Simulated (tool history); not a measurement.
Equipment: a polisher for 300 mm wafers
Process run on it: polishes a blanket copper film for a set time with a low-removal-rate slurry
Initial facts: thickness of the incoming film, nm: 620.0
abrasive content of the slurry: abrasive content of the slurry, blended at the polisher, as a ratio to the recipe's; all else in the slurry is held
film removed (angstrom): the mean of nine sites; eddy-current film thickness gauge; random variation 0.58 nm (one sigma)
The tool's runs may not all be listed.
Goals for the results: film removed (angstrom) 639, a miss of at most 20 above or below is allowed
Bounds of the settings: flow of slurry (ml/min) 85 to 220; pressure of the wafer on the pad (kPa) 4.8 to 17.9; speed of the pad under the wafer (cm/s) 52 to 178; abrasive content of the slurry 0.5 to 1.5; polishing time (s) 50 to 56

run	hour	flow of slurry (ml/min)	pressure of the wafer on the pad (kPa)	speed of the pad under the wafer (cm/s)	abrasive content of the slurry	polishing time (s)	film removed (angstrom)
1	0	140	11	114	1	56	911.16
2	8	135	9.7	114	1	56	794.63
3	15.3	130	9	114	1	56	745.04
4	23.9	130	9	114	1	50	667.18
5	28.5	125	9	114	1	50	669.44
6	29.2	125	9	138	1	50	790.5
7	37.1	125	9	138	1	50	782.93
8	40.1	125	9	138	1	50	772.75
9	41.6	115	8.3	138	1	50	726.12

Next run, 4 choices. One meets every target within its allowed miss, the rest don't. Which?
A	43.1	100	6.2	154	1.15	52	?
B	43.1	100	6.9	136	1.1	50	?
C	43.1	105	9.7	128	0.75	53	?
D	43.1	115	7.6	150	0.9	56	?

move	film removed (angstrom)
A	642.28
B	603.1
C	766.04
D	783.78
A: every result lands within tolerance
B: carries the result that was furthest off beyond its target, to the other side
C: its largest miss is bigger than the last run's
D: its largest miss is bigger than the last run's
Answer: A
